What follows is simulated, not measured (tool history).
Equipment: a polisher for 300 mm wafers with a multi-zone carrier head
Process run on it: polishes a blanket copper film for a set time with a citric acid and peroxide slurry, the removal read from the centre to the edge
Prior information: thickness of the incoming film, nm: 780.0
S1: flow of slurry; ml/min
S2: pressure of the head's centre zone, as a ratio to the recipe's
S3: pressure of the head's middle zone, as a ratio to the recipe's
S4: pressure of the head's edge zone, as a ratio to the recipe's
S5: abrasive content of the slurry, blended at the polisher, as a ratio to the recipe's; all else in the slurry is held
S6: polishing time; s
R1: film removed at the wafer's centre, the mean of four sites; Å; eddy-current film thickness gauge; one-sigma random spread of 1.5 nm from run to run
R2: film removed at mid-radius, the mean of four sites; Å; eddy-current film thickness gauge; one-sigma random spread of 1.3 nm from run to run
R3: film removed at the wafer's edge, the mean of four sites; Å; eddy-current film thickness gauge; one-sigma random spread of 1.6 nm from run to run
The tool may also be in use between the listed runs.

run 1 hour=0.0 | S1=300 S2=1.00 S3=1.00 S4=1.00 S5=1.00 S6=36 | R1=1010.30 R2=1041.2 R3=1043.2
run 2 hour=7.7 | S1=300 S2=1.01 S3=1.01 S4=1.02 S5=1.05 S6=37 | R1=1058.90 R2=1067.3 R3=1084.2
run 3 hour=15.6 | S1=300 S2=0.93 S3=1.01 S4=1.02 S5=1.05 S6=37 | R1=983.36 R2=1093.0 R3=1079.5
run 4 hour=24.1 | S1=300 S2=0.87 S3=1.01 S4=1.02 S5=1.05 S6=37 | R1=930.49 R2=1086.7 R3=1054.1
run 5 hour=26.4 | S1=300 S2=0.87 S3=1.09 S4=1.02 S5=1.05 S6=37 | R1=926.09 R2=1150.4 R3=1084.5
run 6 hour=34.4 | S1=300 S2=0.87 S3=1.09 S4=0.95 S5=1.05 S6=37 | R1=922.16 R2=1162.1 R3=1039.1
run 7 hour=35.5 | S1=305 S2=0.90 S3=1.10 S4=0.97 S5=1.10 S6=37 | R1=957.35 R2=1190.0 R3=1078.2
run 8 hour=38.2 | S1=310 S2=0.93 S3=1.11 S4=0.98 S5=1.15 S6=37 | R1=1015.50 R2=1222.8 R3=1068.1
run 9 hour=44.6 | S1=300 S2=0.94 S3=1.10 S4=1.00 S5=1.15 S6=38 | R1=1039.40 R2=1243.1 R3=1082.0

Run 10 comes next. What will it give?
run 10 hour=49.5 | S1=315 S2=0.95 S3=1.09 S4=1.01 S5=1.15 S6=39 | R1=? R2=? R3=?

R1: 1074.40 Å
R2: 1254.6 Å
R3: 1131.7 Å
